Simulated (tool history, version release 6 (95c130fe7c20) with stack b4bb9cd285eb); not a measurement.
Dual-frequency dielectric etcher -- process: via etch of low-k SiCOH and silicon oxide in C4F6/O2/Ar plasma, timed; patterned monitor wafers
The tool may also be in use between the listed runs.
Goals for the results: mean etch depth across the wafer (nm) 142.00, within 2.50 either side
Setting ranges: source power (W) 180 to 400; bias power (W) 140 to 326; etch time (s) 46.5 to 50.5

run  hour  source power (W)  bias power (W)  etch time (s)  mean etch depth across the wafer (nm)
  1   0.0               290             233           50.5                                 130.92
  2   8.2               290             233           46.5                                 119.39
  3  16.1               290             233           50.5                                 131.31
  4  21.6               310             233           50.5                                 134.28
  5  23.7               320             234           50.5                                 134.31
  6  28.7               290             234           50.5                                 131.88
  7  36.5               310             238           50.5                                 134.74
  8  39.3               320             240           50.5                                 137.12
  9  44.8               330             241           50.5                                 137.52

Of the 4 settings listed for the next run, only one would bring every result within its allowed miss of target. Which one?
  A  50.3               370             261           48.5                                      ?
  B  50.3               330             268           47.0                                      ?
  C  50.3               330             236           47.5                                      ?
  D  50.3               330             250           48.0                                      ?

move  mean etch depth across the wafer (nm)
   A                                 141.78
   B                                 133.30
   C                                 129.12
   D                                 132.99
A: every result lands within tolerance
B: misses by more than the last run did
C: misses by more than the last run did
D: misses by more than the last run did
Correct choice: A, which meets every target
